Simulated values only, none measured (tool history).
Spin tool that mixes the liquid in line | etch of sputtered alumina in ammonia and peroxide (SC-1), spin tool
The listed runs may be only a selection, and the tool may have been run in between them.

run    day  temperature setpoint of the liquid (C)  parts of 29 % ammonia solution to one part of 30 % peroxide (parts by volume)  time under the liquid (s)  thickness taken off the sputtered alumina on a monitor wafer (nm)
  1  0.000                                    60.0                                                                            0.9                        285                                                             36.727
  2  0.304                                    60.0                                                                            0.9                        305                                                             39.482
  3  0.338                                    63.5                                                                            0.9                        305                                                             47.148
  4  0.692                                    61.5                                                                            0.9                        305                                                             42.147
  5  0.788                                    61.5                                                                            0.9                        305                                                             41.715
  6  0.979                                    61.5                                                                            0.9                        305                                                             42.483
  7  1.350                                    60.0                                                                            0.9                        305                                                             38.995

What does the tool deliver on the next run?
  8  1.600                                    59.0                                                                            0.9                        305                                                                  ?

Run 8 produced thickness taken off the sputtered alumina on a monitor wafer (nm) 37.202.
